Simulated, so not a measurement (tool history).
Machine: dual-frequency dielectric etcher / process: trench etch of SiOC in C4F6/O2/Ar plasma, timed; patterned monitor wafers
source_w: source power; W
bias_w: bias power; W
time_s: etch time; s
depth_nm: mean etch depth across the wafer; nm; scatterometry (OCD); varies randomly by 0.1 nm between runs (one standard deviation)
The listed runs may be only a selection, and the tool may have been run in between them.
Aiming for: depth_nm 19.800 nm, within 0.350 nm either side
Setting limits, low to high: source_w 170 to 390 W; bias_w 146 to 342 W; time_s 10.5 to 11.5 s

run	day	source_w	bias_w	time_s	depth_nm
1	0.000	280	244	11.5	21.790
2	0.292	330	244	11.5	23.047
3	0.588	310	240	11.5	22.633
4	0.833	290	236	11.5	22.029
5	0.858	330	236	11.5	22.643
# day 1.154: bias power generator calibrated
6	1.154	330	210	11.5	21.821
7	1.367	310	207	11.5	21.243
8	1.704	300	205	11.5	20.914
9	1.746	290	203	11.5	20.615

Which of these 5 next moves meets every target?
A	1.788	170	253	11.5	?
B	1.788	320	199	11.5	?
C	1.788	290	200	11.0	?
D	1.788	270	252	11.0	?
E	1.788	300	202	11.5	?

move	depth_nm
A	18.924
B	20.937
C	19.461
D	20.558
E	20.623
A: the result that was furthest off in the last run now lies on the other side of its target
B: the biggest miss grows against the last run
C: all results land within tolerance of their targets
D: nearer the targets than the last run, but a result is still out of spec
E: about the same distance from the targets as the last run
The right move is C.
